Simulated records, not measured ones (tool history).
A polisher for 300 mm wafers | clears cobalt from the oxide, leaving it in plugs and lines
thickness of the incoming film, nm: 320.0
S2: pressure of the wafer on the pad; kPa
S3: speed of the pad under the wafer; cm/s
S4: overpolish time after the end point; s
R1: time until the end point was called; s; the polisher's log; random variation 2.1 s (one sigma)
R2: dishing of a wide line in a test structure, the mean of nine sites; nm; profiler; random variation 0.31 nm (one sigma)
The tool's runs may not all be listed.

Run 1, hour 0.0: flow of slurry (ml/min) 180, S2 11.0 kPa, S3 112 cm/s, S4 29 s. Result: R1 78.487 s, R2 25.906 nm.
Run 2, hour 5.9: flow of slurry (ml/min) 180, S2 11.0 kPa, S3 112 cm/s, S4 21 s. Result: R1 77.374 s, R2 25.324 nm.
Run 3, hour 9.6: flow of slurry (ml/min) 180, S2 10.3 kPa, S3 110 cm/s, S4 19 s. Result: R1 83.778 s, R2 24.712 nm.
Run 4, hour 10.3: flow of slurry (ml/min) 180, S2 13.1 kPa, S3 110 cm/s, S4 19 s. Result: R1 68.509 s, R2 25.966 nm.
Run 5, hour 11.5: flow of slurry (ml/min) 180, S2 11.0 kPa, S3 110 cm/s, S4 19 s. Result: R1 77.950 s, R2 24.385 nm.
Run 6, hour 18.5: flow of slurry (ml/min) 180, S2 10.3 kPa, S3 108 cm/s, S4 21 s. Result: R1 85.379 s, R2 25.461 nm.
Run 7, hour 19.5: flow of slurry (ml/min) 130, S2 8.3 kPa, S3 76 cm/s, S4 9 s. Result: R1 141.730 s, R2 14.116 nm.
Run 8, hour 20.2: flow of slurry (ml/min) 180, S2 6.2 kPa, S3 82 cm/s, S4 23 s. Result: R1 162.100 s, R2 21.804 nm.

Forecast run 9:
Run 9, hour 23.8: flow of slurry (ml/min) 190, S2 6.9 kPa, S3 82 cm/s, S4 23 s. Result: R1 ?, R2 ?.

Run 9 gave R1 149.160 s, R2 22.146 nm.

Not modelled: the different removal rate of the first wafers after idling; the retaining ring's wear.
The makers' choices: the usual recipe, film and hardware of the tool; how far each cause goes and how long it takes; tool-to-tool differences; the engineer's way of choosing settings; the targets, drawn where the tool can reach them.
